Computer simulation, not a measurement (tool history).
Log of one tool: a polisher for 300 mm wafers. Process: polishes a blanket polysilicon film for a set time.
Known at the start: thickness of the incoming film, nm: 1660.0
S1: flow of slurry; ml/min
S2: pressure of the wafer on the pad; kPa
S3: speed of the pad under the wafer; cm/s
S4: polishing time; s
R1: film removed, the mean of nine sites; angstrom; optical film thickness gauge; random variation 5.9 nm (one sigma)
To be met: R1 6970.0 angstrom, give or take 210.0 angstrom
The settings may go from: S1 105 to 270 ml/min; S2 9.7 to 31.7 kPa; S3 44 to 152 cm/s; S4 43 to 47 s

{"run": 1, "hour": 0.0, "S1": 175, "S2": 20.7, "S3": 98, "S4": 47, "R1": 4816.2}
{"run": 2, "hour": 5.0, "S1": 180, "S2": 22.8, "S3": 98, "S4": 47, "R1": 5318.2}
{"run": 3, "hour": 5.7, "S1": 180, "S2": 27.6, "S3": 98, "S4": 47, "R1": 6263.7}
{"run": 4, "hour": 10.8, "S1": 180, "S2": 24.8, "S3": 98, "S4": 47, "R1": 5753.9}
{"hour": 17.4, "done": "slurry nozzle cleaned"}
{"run": 5, "hour": 17.4, "S1": 180, "S2": 22.1, "S3": 98, "S4": 47, "R1": 5356.0}
{"run": 6, "hour": 23.5, "S1": 180, "S2": 22.1, "S3": 114, "S4": 47, "R1": 6218.4}
{"run": 7, "hour": 31.1, "S1": 195, "S2": 22.8, "S3": 114, "S4": 47, "R1": 6370.6}
{"run": 8, "hour": 37.4, "S1": 195, "S2": 23.4, "S3": 114, "S4": 47, "R1": 6505.8}
{"run": 9, "hour": 43.5, "S1": 195, "S2": 23.4, "S3": 114, "S4": 47, "R1": 6578.9}

Which single option among these 5 for the next run brings every result within its allowed miss of target? Just one does.
{"run": "A", "hour": 49.6, "S1": 205, "S2": 20.7, "S3": 124, "S4": 47, "R1": "?"}
{"run": "B", "hour": 49.6, "S1": 135, "S2": 23.4, "S3": 138, "S4": 45, "R1": "?"}
{"run": "C", "hour": 49.6, "S1": 205, "S2": 24.1, "S3": 116, "S4": 45, "R1": "?"}
{"run": "D", "hour": 49.6, "S1": 185, "S2": 22.1, "S3": 116, "S4": 46, "R1": "?"}
{"run": "E", "hour": 49.6, "S1": 215, "S2": 26.9, "S3": 96, "S4": 47, "R1": "?"}

move=A R1=6291.4
move=B R1=6920.4
move=C R1=6542.2
move=D R1=6064.3
move=E R1=6436.6
A: the biggest miss grows against the last run
B: hits every target within its allowed miss
C: the biggest miss grows against the last run
D: the biggest miss grows against the last run
E: the biggest miss grows against the last run
Move B is the one to make.
